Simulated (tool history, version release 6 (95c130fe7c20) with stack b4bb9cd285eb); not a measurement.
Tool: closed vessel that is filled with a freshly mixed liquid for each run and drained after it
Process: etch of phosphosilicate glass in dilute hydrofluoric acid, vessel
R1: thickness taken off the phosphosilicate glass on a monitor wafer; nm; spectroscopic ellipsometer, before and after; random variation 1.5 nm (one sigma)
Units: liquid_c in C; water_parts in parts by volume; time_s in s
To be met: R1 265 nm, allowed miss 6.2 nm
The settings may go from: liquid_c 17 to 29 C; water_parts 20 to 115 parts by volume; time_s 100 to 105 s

run 1 hour=0 | liquid_c=21 water_parts=65 time_s=100 | R1=123.84
run 2 hour=1.7 | liquid_c=21 water_parts=50 time_s=100 | R1=165.73
run 3 hour=5.6 | liquid_c=21 water_parts=40 time_s=100 | R1=206.76
run 4 hour=12.1 | liquid_c=21 water_parts=40 time_s=105 | R1=221.18
run 5 hour=16.8 | liquid_c=22 water_parts=40 time_s=105 | R1=228.01
run 6 hour=22.6 | liquid_c=19 water_parts=40 time_s=105 | R1=200.21
run 7 hour=27.7 | liquid_c=20.5 water_parts=40 time_s=105 | R1=212.53
run 8 hour=34.4 | liquid_c=21.5 water_parts=40 time_s=105 | R1=220.29
run 9 hour=42.6 | liquid_c=22.5 water_parts=40 time_s=105 | R1=231.2

Which of these 4 next moves meets every target?
run A hour=50.8 | liquid_c=19.5 water_parts=30 time_s=105 | R1=?
run B hour=50.8 | liquid_c=21 water_parts=45 time_s=105 | R1=?
run C hour=50.8 | liquid_c=23.5 water_parts=35 time_s=100 | R1=?
run D hour=50.8 | liquid_c=23.5 water_parts=35 time_s=105 | R1=?

move=A R1=276.4
move=B R1=192.93
move=C R1=265.81
move=D R1=279.1
A: takes the result that was furthest off past its target
B: further off than the last run
C: meets every target
D: takes the result that was furthest off past its target
Move C is the one to make.

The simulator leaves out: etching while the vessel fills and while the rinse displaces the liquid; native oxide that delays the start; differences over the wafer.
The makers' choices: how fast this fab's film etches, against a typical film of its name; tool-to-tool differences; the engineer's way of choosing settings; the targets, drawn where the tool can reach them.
